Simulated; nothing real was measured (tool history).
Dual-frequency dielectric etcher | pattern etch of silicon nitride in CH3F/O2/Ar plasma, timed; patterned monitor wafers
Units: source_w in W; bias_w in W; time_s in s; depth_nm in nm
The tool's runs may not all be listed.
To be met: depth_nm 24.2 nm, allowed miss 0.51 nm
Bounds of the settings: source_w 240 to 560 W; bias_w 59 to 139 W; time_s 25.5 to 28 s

{"run": 1, "hour": 0.0, "source_w": 400, "bias_w": 99, "time_s": 28, "depth_nm": 20.854}
{"run": 2, "hour": 6.8, "source_w": 440, "bias_w": 102, "time_s": 28, "depth_nm": 22.194}
{"run": 3, "hour": 12.9, "source_w": 460, "bias_w": 103, "time_s": 28, "depth_nm": 22.502}
{"run": 4, "hour": 14.1, "source_w": 460, "bias_w": 103, "time_s": 28, "depth_nm": 22.562}
{"run": 5, "hour": 17.7, "source_w": 460, "bias_w": 89, "time_s": 28, "depth_nm": 20.711}
{"run": 6, "hour": 21.1, "source_w": 490, "bias_w": 94, "time_s": 28, "depth_nm": 22.03}
{"run": 7, "hour": 28.2, "source_w": 510, "bias_w": 96, "time_s": 28, "depth_nm": 22.663}
{"run": 8, "hour": 37.1, "source_w": 520, "bias_w": 98, "time_s": 28, "depth_nm": 23.235}
{"run": 9, "hour": 39.9, "source_w": 530, "bias_w": 99, "time_s": 28, "depth_nm": 23.637}
{"run": 10, "hour": 40.5, "source_w": 540, "bias_w": 99, "time_s": 28, "depth_nm": 23.609}
{"run": 11, "hour": 41.1, "source_w": 540, "bias_w": 99, "time_s": 28, "depth_nm": 23.793}

4 next moves are on the table. One of them brings every result within its allowed miss. Which?
{"run": "A", "hour": 41.7, "source_w": 540, "bias_w": 103, "time_s": 27, "depth_nm": "?"}
{"run": "B", "hour": 41.7, "source_w": 540, "bias_w": 96, "time_s": 27.5, "depth_nm": "?"}
{"run": "C", "hour": 41.7, "source_w": 520, "bias_w": 107, "time_s": 28, "depth_nm": "?"}
{"run": "D", "hour": 41.7, "source_w": 510, "bias_w": 98, "time_s": 28, "depth_nm": "?"}

move=A depth_nm=23.322
move=B depth_nm=22.877
move=C depth_nm=24.295
move=D depth_nm=22.997
A: further off than the last run
B: further off than the last run
C: meets every target
D: further off than the last run
Move C is the one to make.

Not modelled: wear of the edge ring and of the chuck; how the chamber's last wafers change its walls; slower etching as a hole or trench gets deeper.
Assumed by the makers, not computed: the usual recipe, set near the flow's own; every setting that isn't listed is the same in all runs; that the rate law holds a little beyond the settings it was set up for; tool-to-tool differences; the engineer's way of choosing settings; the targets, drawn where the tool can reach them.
